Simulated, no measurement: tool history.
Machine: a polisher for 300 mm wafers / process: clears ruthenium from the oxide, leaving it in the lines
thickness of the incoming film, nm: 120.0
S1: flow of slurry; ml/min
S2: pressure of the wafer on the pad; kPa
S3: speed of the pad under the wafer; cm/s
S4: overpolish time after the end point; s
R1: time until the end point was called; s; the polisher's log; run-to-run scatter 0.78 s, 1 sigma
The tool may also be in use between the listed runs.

run  hour   S1    S2   S3  S4      R1
  1   0.0  160  17.2  110  37  76.383
  2   4.1  160  17.9  110  37  75.834
  3   6.7  160  17.9  110  37  75.847
  4  10.8  160  17.9  110  40  75.976
  5  16.8  195  17.9  110  40  72.542
  6  19.1  195  17.9  110  40  70.803

Run 7 comes next. What will it give?
  7  21.4  200  18.6  110  40   ?

Run 7 gave R1 71.884 s.

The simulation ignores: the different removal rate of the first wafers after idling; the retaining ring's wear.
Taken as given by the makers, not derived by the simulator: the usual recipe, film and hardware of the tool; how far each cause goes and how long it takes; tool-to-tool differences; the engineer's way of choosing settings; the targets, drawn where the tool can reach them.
